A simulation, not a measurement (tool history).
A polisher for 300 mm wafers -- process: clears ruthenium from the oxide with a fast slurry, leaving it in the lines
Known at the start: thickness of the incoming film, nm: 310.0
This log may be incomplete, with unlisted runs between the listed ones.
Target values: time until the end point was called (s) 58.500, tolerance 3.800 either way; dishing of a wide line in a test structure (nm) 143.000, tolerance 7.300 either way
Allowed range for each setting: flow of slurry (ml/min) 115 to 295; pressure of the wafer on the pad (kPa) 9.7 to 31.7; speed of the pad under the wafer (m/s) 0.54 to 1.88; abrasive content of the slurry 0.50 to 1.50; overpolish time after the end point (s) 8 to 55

| run | hour | flow of slurry (ml/min) | pressure of the wafer on the pad (kPa) | speed of the pad under the wafer (m/s) | abrasive content of the slurry | overpolish time after the end point (s) | time until the end point was called (s) | dishing of a wide line in a test structure (nm) |
|---|---|---|---|---|---|---|---|---|
| 1 | 0.0 | 190 | 20.7 | 1.20 | 1.00 | 28 | 78.639 | 81.677 |
| 2 | 4.7 | 190 | 21.4 | 1.20 | 1.00 | 30 | 71.966 | 90.529 |
| 3 | 6.3 | 190 | 22.1 | 1.20 | 1.00 | 32 | 73.039 | 95.940 |
| 4 | 11.0 | 190 | 22.1 | 1.20 | 1.00 | 27 | 70.906 | 82.051 |
| 5 | 12.8 | 190 | 22.8 | 1.22 | 1.00 | 29 | 69.912 | 92.679 |
| 6 | 14.4 | 190 | 23.4 | 1.22 | 1.00 | 30 | 64.765 | 97.130 |
| 7 | 23.4 | 190 | 23.4 | 1.24 | 1.00 | 32 | 65.504 | 103.830 |
| 8 | 25.5 | 190 | 24.1 | 1.24 | 1.00 | 33 | 65.916 | 105.170 |
| 9 | 32.9 | 190 | 24.8 | 1.26 | 1.00 | 34 | 62.038 | 115.660 |
| 10 | 36.0 | 190 | 26.2 | 1.26 | 1.00 | 40 | 60.036 | 128.750 |
| 11 | 37.3 | 190 | 26.2 | 1.26 | 1.00 | 41 | 59.487 | 129.090 |
| 12 | 42.3 | 190 | 26.2 | 1.26 | 1.00 | 42 | 59.296 | 137.640 |

Which one of the following 4 next-run settings gets every result inside its allowed miss? There is exactly one.
| A | 47.3 | 185 | 29.0 | 1.22 | 0.95 | 37 | ? | ? |
| B | 47.3 | 180 | 23.4 | 1.42 | 1.00 | 40 | ? | ? |
| C | 47.3 | 275 | 29.0 | 1.04 | 1.15 | 38 | ? | ? |
| D | 47.3 | 135 | 27.6 | 1.36 | 0.95 | 45 | ? | ? |

| move | time until the end point was called (s) | dishing of a wide line in a test structure (nm) |
|---|---|---|
| A | 58.736 | 127.030 |
| B | 59.737 | 132.270 |
| C | 59.788 | 127.790 |
| D | 58.589 | 144.260 |
A: further off than the last run
B: further off than the last run
C: further off than the last run
D: meets every target
Correct choice: D, which meets every target

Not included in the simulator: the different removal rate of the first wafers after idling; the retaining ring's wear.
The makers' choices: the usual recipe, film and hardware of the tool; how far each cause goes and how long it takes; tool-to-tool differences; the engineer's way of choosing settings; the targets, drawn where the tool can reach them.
